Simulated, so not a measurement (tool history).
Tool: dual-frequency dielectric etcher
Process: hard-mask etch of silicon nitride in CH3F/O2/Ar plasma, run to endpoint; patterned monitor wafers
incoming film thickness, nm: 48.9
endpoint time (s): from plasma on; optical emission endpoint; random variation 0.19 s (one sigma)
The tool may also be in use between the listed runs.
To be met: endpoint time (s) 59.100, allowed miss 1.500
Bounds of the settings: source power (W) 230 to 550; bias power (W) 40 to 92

| run | day | source power (W) | bias power (W) | endpoint time (s) |
|---|---|---|---|---|
| 1 | 0.000 | 390 | 66 | 69.292 |
| 2 | 0.333 | 360 | 66 | 70.547 |
| 3 | 0.633 | 360 | 62 | 72.861 |
| 4 | 0.817 | 360 | 55 | 76.025 |
| 5 | 1.088 | 360 | 44 | 82.436 |
| 6 | 1.121 | 360 | 50 | 78.632 |
| 7 | 1.246 | 400 | 55 | 73.272 |
| 8 | 1.325 | 430 | 58 | 69.869 |
| 9 | 1.629 | 450 | 60 | 68.342 |
| 10 | 1.742 | 450 | 60 | 68.100 |
| 11 | 2.012 | 470 | 62 | 66.014 |
| 12 | 2.383 | 480 | 64 | 64.935 |
| 13 | 2.467 | 490 | 66 | 63.959 |
| 14 | 2.767 | 500 | 67 | 62.836 |

Which of these 5 next moves meets every target?
| A | 3.067 | 500 | 60 | ? |
| B | 3.067 | 550 | 70 | ? |
| C | 3.067 | 450 | 59 | ? |
| D | 3.067 | 440 | 60 | ? |
| E | 3.067 | 470 | 60 | ? |

| move | endpoint time (s) |
|---|---|
| A | 65.969 |
| B | 60.102 |
| C | 68.876 |
| D | 68.958 |
| E | 67.405 |
A: further off than the last run
B: meets every target
C: further off than the last run
D: further off than the last run
E: further off than the last run
Move B is the one to make.
